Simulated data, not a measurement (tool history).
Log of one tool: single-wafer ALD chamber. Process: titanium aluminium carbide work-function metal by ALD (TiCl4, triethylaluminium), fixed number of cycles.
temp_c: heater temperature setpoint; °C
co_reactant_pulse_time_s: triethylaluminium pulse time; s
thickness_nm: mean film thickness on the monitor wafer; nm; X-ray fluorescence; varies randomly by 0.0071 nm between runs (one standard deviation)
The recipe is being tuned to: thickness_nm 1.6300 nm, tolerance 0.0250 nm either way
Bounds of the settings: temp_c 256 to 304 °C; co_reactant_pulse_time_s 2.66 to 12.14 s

Run 1, hour 0.0: temp_c 280 °C, co_reactant_pulse_time_s 7.40 s. Result: thickness_nm 1.7850 nm.
Run 2, hour 4.2: temp_c 290 °C, co_reactant_pulse_time_s 7.40 s. Result: thickness_nm 1.8471 nm.
Run 3, hour 11.1: temp_c 285 °C, co_reactant_pulse_time_s 7.15 s. Result: thickness_nm 1.8034 nm.
Run 4, hour 13.4: temp_c 285 °C, co_reactant_pulse_time_s 5.99 s. Result: thickness_nm 1.7329 nm.
Run 5, hour 20.7: temp_c 283 °C, co_reactant_pulse_time_s 5.88 s. Result: thickness_nm 1.7066 nm.
Run 6, hour 21.5: temp_c 281 °C, co_reactant_pulse_time_s 5.81 s. Result: thickness_nm 1.6781 nm.
Run 7, hour 24.2: temp_c 280 °C, co_reactant_pulse_time_s 5.78 s. Result: thickness_nm 1.6652 nm.
Run 8, hour 32.1: temp_c 279 °C, co_reactant_pulse_time_s 5.76 s. Result: thickness_nm 1.6621 nm.

Next run, 5 choices. One meets every target within its allowed miss, the rest don't. Which?
Run A, hour 40.0: temp_c 278 °C, co_reactant_pulse_time_s 6.19 s. Result: thickness_nm ?.
Run B, hour 40.0: temp_c 283 °C, co_reactant_pulse_time_s 6.70 s. Result: thickness_nm ?.
Run C, hour 40.0: temp_c 276 °C, co_reactant_pulse_time_s 5.56 s. Result: thickness_nm ?.
Run D, hour 40.0: temp_c 286 °C, co_reactant_pulse_time_s 5.80 s. Result: thickness_nm ?.
Run E, hour 40.0: temp_c 281 °C, co_reactant_pulse_time_s 6.09 s. Result: thickness_nm ?.

move  thickness_nm
   A        1.6964
   B        1.7699
   C        1.6318
   D        1.7291
   E        1.7128
A: lands further from the targets than the last run did
B: lands further from the targets than the last run did
C: meets every target
D: lands further from the targets than the last run did
E: lands further from the targets than the last run did
Answer: C
